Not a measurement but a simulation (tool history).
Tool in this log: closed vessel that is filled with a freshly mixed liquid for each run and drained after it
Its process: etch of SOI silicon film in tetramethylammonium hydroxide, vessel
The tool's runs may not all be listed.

run,hour,temperature setpoint of the liquid (K),concentration of hydroxide in the mixed liquid (% by weight),time in the liquid (s),thickness taken off the SOI silicon film on a monitor wafer (angstrom)
1,0.0,332.15,12.5,90,2763.9
2,3.3,332.15,15.0,90,2502.8
3,10.8,335.15,15.0,90,3024.1
4,17.1,332.65,15.0,90,2581.7
5,23.3,330.65,15.0,90,2254.2
6,27.3,329.65,15.0,90,2146.0
7,29.3,328.65,15.0,90,2001.1

Predict the results of run 8:
# hour 30.8: thermometer replaced
8,30.8,328.15,15.0,90,?

Logged for run 8: thickness taken off the SOI silicon film on a monitor wafer (angstrom) 2126.0.
